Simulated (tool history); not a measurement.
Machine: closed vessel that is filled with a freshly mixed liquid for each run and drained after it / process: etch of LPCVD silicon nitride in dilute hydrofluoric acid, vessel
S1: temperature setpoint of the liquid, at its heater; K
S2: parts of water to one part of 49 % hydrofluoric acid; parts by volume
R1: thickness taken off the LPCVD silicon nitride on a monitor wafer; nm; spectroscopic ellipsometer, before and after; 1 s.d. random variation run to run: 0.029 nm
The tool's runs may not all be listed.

run 1 day=0.000 | S1=294.15 S2=65 time_in_the_liquid_(s)=660 | R1=4.0247
run 2 day=0.117 | S1=294.15 S2=65 time_in_the_liquid_(s)=660 | R1=4.0105
run 3 day=0.404 | S1=294.15 S2=65 time_in_the_liquid_(s)=660 | R1=4.0004
run 4 day=0.492 | S1=293.65 S2=65 time_in_the_liquid_(s)=660 | R1=3.9426
run 5 day=0.783 | S1=292.15 S2=65 time_in_the_liquid_(s)=660 | R1=3.4702
run 6 day=1.088 | S1=292.15 S2=65 time_in_the_liquid_(s)=455 | R1=2.3893
run 7 day=1.379 | S1=292.15 S2=65 time_in_the_liquid_(s)=455 | R1=2.4000

Estimate the outcome of run 8 from the log above:
run 8 day=1.467 | S1=292.65 S2=65 time_in_the_liquid_(s)=455 | R1=?

Run 8 measured R1 2.4779 nm.

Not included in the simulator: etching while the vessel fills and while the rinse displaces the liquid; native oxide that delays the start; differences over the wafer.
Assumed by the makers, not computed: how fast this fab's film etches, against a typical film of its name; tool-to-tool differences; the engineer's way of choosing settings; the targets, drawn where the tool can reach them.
